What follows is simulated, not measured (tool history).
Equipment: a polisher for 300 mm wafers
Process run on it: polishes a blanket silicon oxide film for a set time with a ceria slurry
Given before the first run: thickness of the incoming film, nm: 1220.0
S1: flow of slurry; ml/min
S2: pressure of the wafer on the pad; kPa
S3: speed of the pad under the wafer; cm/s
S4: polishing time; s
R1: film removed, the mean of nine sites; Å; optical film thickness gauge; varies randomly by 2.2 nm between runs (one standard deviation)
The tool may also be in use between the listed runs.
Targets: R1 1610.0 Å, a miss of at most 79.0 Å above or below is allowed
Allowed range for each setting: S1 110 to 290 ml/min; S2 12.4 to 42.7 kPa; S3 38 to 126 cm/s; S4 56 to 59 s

| run | hour | S1 | S2 | S3 | S4 | R1 |
|---|---|---|---|---|---|---|
| 1 | 0.0 | 185 | 27.6 | 82 | 56 | 2242.6 |
| 2 | 8.2 | 185 | 22.1 | 82 | 56 | 1859.2 |
| 3 | 10.7 | 185 | 21.4 | 82 | 56 | 1796.3 |
| 4 | 13.7 | 185 | 26.2 | 82 | 56 | 2162.1 |
| 5 | 20.3 | 185 | 24.8 | 82 | 56 | 2105.9 |
| 6 | 24.0 | 220 | 24.8 | 82 | 56 | 2131.7 |
| 7 | 28.8 | 220 | 23.4 | 82 | 56 | 2027.4 |
| 8 | 34.3 | 220 | 22.1 | 82 | 56 | 1915.8 |
| 9 | 36.2 | 220 | 21.4 | 82 | 56 | 1802.5 |

Which of these 4 next moves meets every target?
| A | 38.1 | 265 | 15.2 | 86 | 56 | ? |
| B | 38.1 | 230 | 22.1 | 90 | 56 | ? |
| C | 38.1 | 185 | 18.6 | 74 | 56 | ? |
| D | 38.1 | 255 | 23.4 | 60 | 59 | ? |

| move | R1 |
|---|---|
| A | 1403.3 |
| B | 2064.5 |
| C | 1407.7 |
| D | 1577.1 |
A: moves the result that the last run missed by most past its target, out the other side
B: further off than the last run
C: moves the result that the last run missed by most past its target, out the other side
D: meets every target
The right move is D.

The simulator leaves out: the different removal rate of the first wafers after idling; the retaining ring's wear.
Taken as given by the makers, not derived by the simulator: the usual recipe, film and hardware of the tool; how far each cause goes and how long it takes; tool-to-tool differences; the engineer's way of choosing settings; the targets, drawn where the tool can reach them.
